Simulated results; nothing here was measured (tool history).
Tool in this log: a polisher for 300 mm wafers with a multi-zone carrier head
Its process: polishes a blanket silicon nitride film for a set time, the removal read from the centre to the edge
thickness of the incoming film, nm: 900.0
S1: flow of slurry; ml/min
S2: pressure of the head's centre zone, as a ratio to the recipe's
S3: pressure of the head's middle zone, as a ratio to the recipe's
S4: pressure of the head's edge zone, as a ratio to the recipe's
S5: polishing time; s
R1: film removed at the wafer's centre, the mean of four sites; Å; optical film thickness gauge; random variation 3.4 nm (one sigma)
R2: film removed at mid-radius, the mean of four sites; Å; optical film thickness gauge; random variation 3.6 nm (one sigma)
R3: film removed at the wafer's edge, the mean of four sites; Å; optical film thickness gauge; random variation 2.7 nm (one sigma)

run    day   S1    S2    S3    S4  S5      R1      R2      R3
  1  0.000  320  1.00  1.00  1.00  66  1840.5  1810.7  1880.5
  2  0.100  320  1.01  1.01  1.01  69  1925.2  1916.8  1977.3
  3  0.438  320  1.07  1.01  1.01  69  2048.9  1911.8  2010.1
  4  0.546  325  1.08  1.02  1.02  71  2115.2  2012.5  2066.9
  5  0.792  325  1.09  1.02  1.02  73  2214.3  2013.1  2151.8
     0.879  -- edge zone pressure recalibrated
  6  0.879  325  1.13  1.02  1.02  73  2267.7  2021.6  2080.1
  7  1.062  325  1.13  1.03  1.03  75  2310.6  2125.1  2156.3
  8  1.158  325  1.13  1.03  1.04  77  2450.4  2136.5  2179.6

Run 9 has not been measured yet. What should we expect?
  9  1.338  330  1.12  1.03  1.03  79   ?   ?   ?

R1: 2476.4 Å
R2: 2228.7 Å
R3: 2218.7 Å
